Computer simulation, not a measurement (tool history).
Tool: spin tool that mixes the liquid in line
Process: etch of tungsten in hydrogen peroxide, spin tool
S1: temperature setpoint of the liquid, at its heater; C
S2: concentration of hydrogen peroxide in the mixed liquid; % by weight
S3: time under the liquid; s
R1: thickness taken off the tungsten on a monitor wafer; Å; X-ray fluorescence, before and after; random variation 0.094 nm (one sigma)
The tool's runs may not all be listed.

| run | day | S1 | S2 | S3 | R1 |
|---|---|---|---|---|---|
| 1 | 0.000 | 53.0 | 19 | 15 | 535.07 |
| 2 | 0.158 | 59.0 | 19 | 15 | 758.61 |
| 3 | 0.404 | 54.5 | 19 | 15 | 586.65 |
| 4 | 0.425 | 60.5 | 19 | 15 | 825.91 |
| 5 | 0.792 | 60.5 | 17 | 15 | 786.07 |
| 6 | 1.071 | 55.5 | 17 | 15 | 586.00 |
| 7 | 1.321 | 55.5 | 17 | 15 | 580.69 |

Forecast run 8:
| 8 | 1.688 | 52.5 | 17 | 15 | ? |

{"run 8": {"R1": 492.57}}

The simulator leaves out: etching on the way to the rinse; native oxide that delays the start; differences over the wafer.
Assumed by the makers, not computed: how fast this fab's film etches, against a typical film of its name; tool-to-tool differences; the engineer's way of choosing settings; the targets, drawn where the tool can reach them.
